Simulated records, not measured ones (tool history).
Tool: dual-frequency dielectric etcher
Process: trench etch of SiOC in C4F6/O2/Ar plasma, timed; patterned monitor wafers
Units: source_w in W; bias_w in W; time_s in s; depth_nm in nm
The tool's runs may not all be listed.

run    day  source_w  bias_w  time_s  depth_nm
  1  0.000       250     145      13    21.661
  2  0.212       280     145      13    22.306
  3  0.350       320     145      13    23.153
  4  0.546       320     145      13    23.033
  5  0.717       320     145      12    21.370
  6  0.796       320     159      12    22.171
  7  0.996       320     169      12    22.773
  8  1.250       320     176      12    23.229
  9  1.529       320     181      12    23.516
 10  1.725       320     185      12    23.710
 11  2.054       320     188      12    23.897
     2.317  -- bias power generator calibrated
 12  2.317       320     190      12    23.685

Forecast run 13:
 13  2.362       320     193      12         ?

depth_nm: 23.861 nm
